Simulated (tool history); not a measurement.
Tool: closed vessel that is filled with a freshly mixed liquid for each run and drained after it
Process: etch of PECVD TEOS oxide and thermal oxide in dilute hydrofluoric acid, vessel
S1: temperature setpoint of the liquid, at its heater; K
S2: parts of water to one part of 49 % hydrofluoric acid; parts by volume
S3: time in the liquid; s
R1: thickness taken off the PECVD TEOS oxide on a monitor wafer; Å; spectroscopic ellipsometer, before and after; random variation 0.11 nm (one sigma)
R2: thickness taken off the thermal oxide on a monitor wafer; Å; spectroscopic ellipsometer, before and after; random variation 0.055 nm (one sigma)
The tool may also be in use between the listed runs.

run	hour	S1	S2	S3	R1	R2
1	0	296.15	285	535	217.56	70.956
2	8.4	296.65	285	535	221.84	72.154
3	12.6	296.65	195	535	353.55	115.98
4	21.4	295.65	205	535	323.2	104.44
5	27	294.65	210	535	300.01	97.026
6	29.5	294.65	210	695	389.51	126.21
7	34.8	290.65	305	695	211.79	69.084
8	37.9	291.15	305	695	217.66	70.298
9	46.5	291.65	305	695	221.59	71.556

Run 10 comes next. What will it give?
10	52.1	292.15	305	695	?	?

Run 10 gave R1 224.14 Å, R2 73.446 Å.

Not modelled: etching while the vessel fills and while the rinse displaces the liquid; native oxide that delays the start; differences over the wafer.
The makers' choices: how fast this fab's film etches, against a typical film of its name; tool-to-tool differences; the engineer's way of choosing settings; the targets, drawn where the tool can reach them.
